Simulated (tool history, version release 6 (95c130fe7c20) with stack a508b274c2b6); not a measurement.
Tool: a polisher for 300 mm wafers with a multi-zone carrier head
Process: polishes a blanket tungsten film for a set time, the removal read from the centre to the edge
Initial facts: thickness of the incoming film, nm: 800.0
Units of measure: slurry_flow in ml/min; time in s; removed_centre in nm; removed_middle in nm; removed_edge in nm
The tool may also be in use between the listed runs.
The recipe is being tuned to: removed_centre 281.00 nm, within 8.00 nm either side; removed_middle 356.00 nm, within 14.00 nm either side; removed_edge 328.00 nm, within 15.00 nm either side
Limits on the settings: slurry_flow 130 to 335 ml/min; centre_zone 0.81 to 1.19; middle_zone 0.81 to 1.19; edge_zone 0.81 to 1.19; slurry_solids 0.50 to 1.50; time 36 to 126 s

run    day  slurry_flow  centre_zone  middle_zone  edge_zone  slurry_solids  time  removed_centre  removed_middle  removed_edge
  1  0.000          215         1.00         1.00       1.00           1.00    81          239.33          245.80        232.28
  2  0.225          215         1.00         1.07       1.00           1.00    81          238.20          259.40        236.11
  3  0.483          220         0.99         1.09       1.03           1.10    83          247.24          272.89        251.55
  4  0.642          195         0.99         1.09       1.03           1.10    83          242.96          270.50        245.57
  5  0.871          175         0.99         1.09       1.03           1.10    83          234.71          259.71        239.49
  6  0.950          200         0.98         1.11       1.06           1.15    84          245.47          276.64        255.17
  7  1.067          220         0.96         1.13       1.07           1.20    85          251.11          294.14        266.87
  8  1.379          235         0.95         1.14       1.09           1.25    86          257.62          303.11        276.40
  9  1.646          245         0.94         1.15       1.11           1.30    87          256.85          313.35        291.03
     1.762  -- worn pad replaced by a new one
 10  1.762          255         0.94         1.16       1.11           1.35    87          289.99          349.67        312.24

5 next moves are on the table. One of them brings every result within its allowed miss. Which?
  A  1.879          220         1.00         1.19       1.06           1.15    89               ?               ?             ?
  B  1.879          270         0.99         1.11       1.11           1.20    86               ?               ?             ?
  C  1.879          260         0.86         1.19       1.16           1.40    85               ?               ?             ?
  D  1.879          295         0.89         1.14       1.14           1.40    87               ?               ?             ?
  E  1.879          255         0.99         1.19       1.03           1.10    82               ?               ?             ?

move  removed_centre  removed_middle  removed_edge
   A          301.44          353.10        307.05
   B          299.49          332.60        312.60
   C          268.22          358.58        324.48
   D          287.27          358.59        332.86
   E          278.88          328.94        280.62
A: lands further from the targets than the last run did
B: lands further from the targets than the last run did
C: pushes the last run's worst result past its target
D: all results in spec
E: gets the furthest-off result to its target, but another result is out of tolerance
So the answer is move D, the one that meets all the targets.

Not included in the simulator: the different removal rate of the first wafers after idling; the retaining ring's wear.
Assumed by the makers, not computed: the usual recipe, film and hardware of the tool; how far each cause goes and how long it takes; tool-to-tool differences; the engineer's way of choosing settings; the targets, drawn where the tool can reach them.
